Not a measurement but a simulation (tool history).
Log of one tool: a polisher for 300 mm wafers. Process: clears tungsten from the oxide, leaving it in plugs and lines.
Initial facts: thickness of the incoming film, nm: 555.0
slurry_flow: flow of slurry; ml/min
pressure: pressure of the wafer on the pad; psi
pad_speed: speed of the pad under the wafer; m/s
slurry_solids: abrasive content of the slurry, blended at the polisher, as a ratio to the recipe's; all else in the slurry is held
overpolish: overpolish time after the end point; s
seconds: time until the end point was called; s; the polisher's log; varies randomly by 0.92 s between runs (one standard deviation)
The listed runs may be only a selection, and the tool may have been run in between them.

| run | hour | slurry_flow | pressure | pad_speed | slurry_solids | overpolish | seconds |
|---|---|---|---|---|---|---|---|
| 1 | 0.0 | 180 | 4.4 | 1.26 | 1.00 | 23 | 105.230 |
| 2 | 8.9 | 180 | 4.6 | 1.26 | 1.00 | 23 | 103.160 |
| 3 | 17.9 | 180 | 4.8 | 1.26 | 1.00 | 23 | 99.979 |
| 4 | 20.0 | 180 | 4.8 | 1.26 | 0.90 | 23 | 100.620 |
| 5 | 23.3 | 180 | 4.8 | 1.26 | 1.05 | 23 | 98.524 |
| 6 | 27.2 | 180 | 5.0 | 1.26 | 1.05 | 23 | 95.128 |

What will run 7 give?
| 7 | 28.4 | 180 | 5.1 | 1.26 | 1.05 | 23 | ? |

{"run 7": {"seconds": 92.731}}
